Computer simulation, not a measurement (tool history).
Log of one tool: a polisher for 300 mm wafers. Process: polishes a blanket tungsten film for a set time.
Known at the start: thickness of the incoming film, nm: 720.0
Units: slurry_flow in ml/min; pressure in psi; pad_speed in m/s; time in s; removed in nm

{"run": 1, "day": 0.0, "slurry_flow": 160, "pressure": 4.2, "pad_speed": 1.36, "slurry_solids": 1.0, "time": 53, "removed": 389.22}
{"run": 2, "day": 0.162, "slurry_flow": 160, "pressure": 4.2, "pad_speed": 1.12, "slurry_solids": 1.0, "time": 53, "removed": 319.89}
{"run": 3, "day": 0.333, "slurry_flow": 160, "pressure": 4.9, "pad_speed": 1.12, "slurry_solids": 1.0, "time": 53, "removed": 374.86}
{"run": 4, "day": 0.521, "slurry_flow": 160, "pressure": 4.8, "pad_speed": 1.12, "slurry_solids": 1.0, "time": 53, "removed": 370.84}
{"run": 5, "day": 0.817, "slurry_flow": 160, "pressure": 4.8, "pad_speed": 1.12, "slurry_solids": 0.8, "time": 53, "removed": 338.92}
{"run": 6, "day": 0.879, "slurry_flow": 160, "pressure": 4.7, "pad_speed": 1.12, "slurry_solids": 0.8, "time": 53, "removed": 327.93}

Run 7 comes next. What will it give?
{"run": 7, "day": 0.9, "slurry_flow": 160, "pressure": 4.6, "pad_speed": 1.12, "slurry_solids": 0.8, "time": 53, "removed": "?"}

{"run 7": {"removed": 326.95}}
